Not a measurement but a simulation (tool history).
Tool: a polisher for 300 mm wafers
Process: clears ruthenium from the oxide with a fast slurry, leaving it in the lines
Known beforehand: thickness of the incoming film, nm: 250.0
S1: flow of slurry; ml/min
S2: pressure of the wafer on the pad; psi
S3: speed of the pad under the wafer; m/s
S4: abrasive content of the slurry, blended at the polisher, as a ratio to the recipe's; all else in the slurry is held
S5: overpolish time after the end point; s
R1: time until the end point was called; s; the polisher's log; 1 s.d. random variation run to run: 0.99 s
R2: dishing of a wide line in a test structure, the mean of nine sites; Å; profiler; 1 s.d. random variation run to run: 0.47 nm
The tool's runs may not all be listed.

run,day,S1,S2,S3,S4,S5,R1,R2
1,0,130,1.9,1.2,1,23,75.399,573.53
2,0.154,115,1.9,1.2,1,23,77.354,544.44
3,0.521,115,1.9,0.9,1,23,99.129,448.37
4,0.842,110,1.9,0.9,1,21,101.53,435.03
5,0.958,135,1.9,0.9,1,21,96.427,448.37
6,1.062,135,1.9,0.9,1,11,97.038,237.83
7,1.442,150,2,0.9,1,7,90.244,163.47

Estimate the outcome of run 8 from the log above:
8,1.762,120,2,0.9,1,8,?,?

R1: 95.618 s
R2: 173.9 Å

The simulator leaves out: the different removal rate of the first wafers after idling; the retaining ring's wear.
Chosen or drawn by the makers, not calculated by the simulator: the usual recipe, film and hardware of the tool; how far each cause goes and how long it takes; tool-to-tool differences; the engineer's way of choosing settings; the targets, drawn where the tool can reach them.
